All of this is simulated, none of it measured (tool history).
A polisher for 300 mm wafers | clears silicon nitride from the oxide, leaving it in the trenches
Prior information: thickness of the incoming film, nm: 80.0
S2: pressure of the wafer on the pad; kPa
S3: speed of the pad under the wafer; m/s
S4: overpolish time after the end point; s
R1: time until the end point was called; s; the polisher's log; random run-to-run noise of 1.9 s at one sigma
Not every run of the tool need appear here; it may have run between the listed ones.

Run 1, hour 0: flow of slurry (ml/min) 285, S2 17.2 kPa, S3 1.22 m/s, S4 25 s. Result: R1 104.73 s.
Run 2, hour 5.8: flow of slurry (ml/min) 285, S2 16.5 kPa, S3 1.22 m/s, S4 25 s. Result: R1 108.25 s.
Run 3, hour 11.9: flow of slurry (ml/min) 285, S2 16.5 kPa, S3 1.22 m/s, S4 27 s. Result: R1 108.7 s.
Run 4, hour 20.9: flow of slurry (ml/min) 260, S2 16.5 kPa, S3 1.22 m/s, S4 27 s. Result: R1 108.19 s.
At hour 21.6: slurry nozzle cleaned.
Run 5, hour 21.6: flow of slurry (ml/min) 260, S2 17.9 kPa, S3 1.22 m/s, S4 27 s. Result: R1 98.767 s.
Run 6, hour 24.2: flow of slurry (ml/min) 260, S2 17.9 kPa, S3 1.42 m/s, S4 27 s. Result: R1 82.916 s.

Run 7 comes next. What will it give?
Run 7, hour 30.5: flow of slurry (ml/min) 260, S2 17.9 kPa, S3 1.42 m/s, S4 27 s. Result: R1 ?.

{"run 7": {"R1": 84.605}}
